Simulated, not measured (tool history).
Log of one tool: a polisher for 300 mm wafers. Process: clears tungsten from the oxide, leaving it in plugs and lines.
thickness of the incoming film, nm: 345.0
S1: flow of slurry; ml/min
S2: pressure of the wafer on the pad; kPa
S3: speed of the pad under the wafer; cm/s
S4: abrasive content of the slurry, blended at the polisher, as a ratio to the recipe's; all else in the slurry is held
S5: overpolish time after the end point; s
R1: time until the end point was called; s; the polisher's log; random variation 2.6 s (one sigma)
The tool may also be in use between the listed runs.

run 1 hour=0 | S1=265 S2=24.8 S3=102 S4=1 S5=32 | R1=71.505
run 2 hour=7.7 | S1=265 S2=20.7 S3=98 S4=1 S5=32 | R1=85.775
run 3 hour=15.9 | S1=265 S2=17.9 S3=94 S4=1 S5=32 | R1=97.432
run 4 hour=17.9 | S1=265 S2=15.9 S3=92 S4=1 S5=32 | R1=119.06
run 5 hour=24.2 | S1=310 S2=15.9 S3=92 S4=1 S5=32 | R1=112.83
run 6 hour=30.6 | S1=310 S2=15.9 S3=92 S4=1.2 S5=32 | R1=104.27
run 7 hour=38.8 | S1=310 S2=14.5 S3=92 S4=1.2 S5=32 | R1=112.48
run 8 hour=43.8 | S1=310 S2=14.5 S3=92 S4=1.2 S5=32 | R1=117.14

The next listed run, before its measurement:
run 9 hour=52.3 | S1=310 S2=13.8 S3=92 S4=1.2 S5=32 | R1=?

R1: 115.41 s
